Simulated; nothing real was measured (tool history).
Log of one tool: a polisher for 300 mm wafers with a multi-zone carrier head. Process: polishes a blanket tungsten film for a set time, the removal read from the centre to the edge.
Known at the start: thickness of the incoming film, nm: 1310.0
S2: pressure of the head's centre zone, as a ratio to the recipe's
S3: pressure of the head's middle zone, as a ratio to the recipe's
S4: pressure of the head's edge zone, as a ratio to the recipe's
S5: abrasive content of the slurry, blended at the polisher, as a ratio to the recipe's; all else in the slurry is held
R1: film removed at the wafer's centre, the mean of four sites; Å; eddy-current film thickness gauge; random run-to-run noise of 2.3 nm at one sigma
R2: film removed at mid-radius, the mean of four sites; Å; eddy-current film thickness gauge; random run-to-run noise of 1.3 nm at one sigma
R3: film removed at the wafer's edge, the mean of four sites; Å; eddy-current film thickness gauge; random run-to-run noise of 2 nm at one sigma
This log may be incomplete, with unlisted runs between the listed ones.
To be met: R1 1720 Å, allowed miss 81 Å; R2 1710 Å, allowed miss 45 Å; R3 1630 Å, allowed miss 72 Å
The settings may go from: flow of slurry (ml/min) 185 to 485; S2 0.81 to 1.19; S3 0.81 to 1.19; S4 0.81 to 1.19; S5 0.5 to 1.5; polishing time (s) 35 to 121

run 1 day=0 | flow_of_slurry_(ml/min)=310 S2=1 S3=1 S4=1 S5=1 polishing_time_(s)=78 | R1=2182 R2=2296.2 R3=2202.5
run 2 day=0.167 | flow_of_slurry_(ml/min)=310 S2=1 S3=0.99 S4=0.98 S5=0.95 polishing_time_(s)=77 | R1=2176.3 R2=2215.2 R3=2146.8
run 3 day=0.212 | flow_of_slurry_(ml/min)=310 S2=0.99 S3=0.99 S4=0.97 S5=0.9 polishing_time_(s)=76 | R1=2157.2 R2=2170.1 R3=2076.9
run 4 day=0.433 | flow_of_slurry_(ml/min)=310 S2=0.99 S3=0.95 S4=0.97 S5=0.9 polishing_time_(s)=76 | R1=2100 R2=2090.8 R3=2057.7
run 5 day=0.6 | flow_of_slurry_(ml/min)=310 S2=0.98 S3=0.94 S4=0.96 S5=0.85 polishing_time_(s)=75 | R1=2068.7 R2=2003.7 R3=2012.4
run 6 day=0.779 | flow_of_slurry_(ml/min)=310 S2=1.04 S3=0.94 S4=0.96 S5=0.85 polishing_time_(s)=75 | R1=2199 R2=2024.1 R3=2052
run 7 day=1.012 | flow_of_slurry_(ml/min)=310 S2=1.02 S3=0.94 S4=0.95 S5=0.8 polishing_time_(s)=75 | R1=2104.9 R2=1976.2 R3=1996.3
run 8 day=1.133 | flow_of_slurry_(ml/min)=310 S2=1.01 S3=0.94 S4=0.94 S5=0.75 polishing_time_(s)=75 | R1=2036.3 R2=1964.7 R3=1916
run 9 day=1.496 | flow_of_slurry_(ml/min)=310 S2=1 S3=0.93 S4=0.93 S5=0.7 polishing_time_(s)=75 | R1=1965.6 R2=1926.8 R3=1964.3
run 10 day=1.733 | flow_of_slurry_(ml/min)=310 S2=1.01 S3=0.94 S4=0.92 S5=0.7 polishing_time_(s)=74 | R1=1967.4 R2=1902.4 R3=1895
run 11 day=1.862 | flow_of_slurry_(ml/min)=310 S2=1.01 S3=0.94 S4=0.92 S5=0.7 polishing_time_(s)=74 | R1=1976.4 R2=1939.9 R3=1868.9
run 12 day=2.088 | flow_of_slurry_(ml/min)=310 S2=1 S3=0.93 S4=0.91 S5=0.7 polishing_time_(s)=74 | R1=1947.5 R2=1872.7 R3=1854.9

Exactly one of the 5 candidate moves below puts every result within its allowed miss. Which one?
run A day=2.312 | flow_of_slurry_(ml/min)=375 S2=1 S3=0.86 S4=0.86 S5=0.8 polishing_time_(s)=64 | R1=? R2=? R3=?
run B day=2.312 | flow_of_slurry_(ml/min)=205 S2=0.87 S3=0.86 S4=0.97 S5=0.5 polishing_time_(s)=85 | R1=? R2=? R3=?
run C day=2.312 | flow_of_slurry_(ml/min)=285 S2=1.07 S3=0.88 S4=0.81 S5=0.65 polishing_time_(s)=91 | R1=? R2=? R3=?
run D day=2.312 | flow_of_slurry_(ml/min)=335 S2=0.91 S3=0.9 S4=1.1 S5=0.5 polishing_time_(s)=75 | R1=? R2=? R3=?
run E day=2.312 | flow_of_slurry_(ml/min)=230 S2=1.05 S3=1.04 S4=0.97 S5=1.05 polishing_time_(s)=59 | R1=? R2=? R3=?

move=A R1=1792.7 R2=1632.4 R3=1668.5
move=B R1=1684.1 R2=1785.1 R3=1954.1
move=C R1=2509.7 R2=2177.2 R3=2160.4
move=D R1=1699.3 R2=1760.2 R3=1922.8
move=E R1=1713.7 R2=1717.5 R3=1624.7
A: takes the result that was furthest off past its target
B: its largest miss is bigger than the last run's
C: its largest miss is bigger than the last run's
D: its largest miss is bigger than the last run's
E: all results in spec
The right move is E.
